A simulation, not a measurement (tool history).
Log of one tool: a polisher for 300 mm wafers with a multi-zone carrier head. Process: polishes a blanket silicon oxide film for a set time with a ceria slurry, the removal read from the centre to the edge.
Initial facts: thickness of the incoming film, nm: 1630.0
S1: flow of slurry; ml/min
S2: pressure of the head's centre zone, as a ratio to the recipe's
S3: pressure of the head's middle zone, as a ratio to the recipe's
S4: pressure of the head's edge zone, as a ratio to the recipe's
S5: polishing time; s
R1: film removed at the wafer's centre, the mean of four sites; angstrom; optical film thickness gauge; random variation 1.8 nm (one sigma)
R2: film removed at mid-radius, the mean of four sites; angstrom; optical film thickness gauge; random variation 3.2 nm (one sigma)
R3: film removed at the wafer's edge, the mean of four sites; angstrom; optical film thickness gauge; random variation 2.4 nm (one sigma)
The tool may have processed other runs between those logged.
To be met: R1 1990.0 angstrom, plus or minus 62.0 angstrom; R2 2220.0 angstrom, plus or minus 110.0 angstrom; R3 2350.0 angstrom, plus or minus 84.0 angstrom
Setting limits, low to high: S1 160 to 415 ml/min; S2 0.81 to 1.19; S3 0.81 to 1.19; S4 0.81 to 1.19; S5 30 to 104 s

run	hour	S1	S2	S3	S4	S5	R1	R2	R3
1	0.0	265	1.00	1.00	1.00	67	4027.5	4061.9	4074.9
2	3.1	255	0.96	0.98	0.98	59	3309.2	3531.5	3636.2
3	6.4	255	0.95	0.97	0.96	52	2930.7	3073.3	3112.2
4	9.3	255	0.95	0.92	0.96	52	2950.6	3014.2	3164.6
5	16.8	250	0.92	0.90	0.94	48	2610.0	2646.5	2868.4
6	21.5	245	0.89	0.90	0.91	47	2466.8	2576.0	2740.4
7	23.6	235	0.87	0.90	0.90	46	2351.0	2594.1	2623.6
8	29.8	230	0.86	0.88	0.90	45	2258.7	2478.4	2673.1
9	35.6	230	0.85	0.87	0.88	44	2156.0	2429.5	2549.3
10	38.1	230	0.85	0.86	0.87	43	2120.9	2328.6	2500.9
11	44.5	230	0.85	0.86	0.86	43	2148.8	2368.9	2432.3
12	47.4	225	0.84	0.85	0.85	43	2092.7	2307.4	2451.6
13	48.6	220	0.84	0.85	0.84	43	2097.1	2312.2	2407.4
14	53.7	215	0.83	0.84	0.84	43	2069.1	2366.5	2434.5
15	60.3	220	0.83	0.83	0.84	43	2074.8	2286.2	2460.7
16	67.1	220	0.83	0.83	0.83	43	2044.4	2271.6	2417.0
17	72.1	220	0.83	0.83	0.82	43	2073.3	2287.3	2410.7
18	78.2	215	0.83	0.83	0.82	43	2071.7	2229.1	2412.9

Pick the move, out of 4, that brings all results within their allowed miss; only one does.
A	84.3	220	0.88	0.85	0.81	42	?	?	?
B	84.3	275	0.89	0.81	0.86	41	?	?	?
C	84.3	160	0.84	0.81	0.82	48	?	?	?
D	84.3	260	0.81	0.82	0.81	41	?	?	?

move	R1	R2	R3
A	2144.8	2306.6	2336.0
B	2177.1	2237.0	2377.1
C	2222.2	2441.7	2595.0
D	1967.1	2242.8	2314.3
A: the biggest miss grows against the last run
B: the biggest miss grows against the last run
C: the biggest miss grows against the last run
D: every result lands within tolerance
The move that meets every target is D.
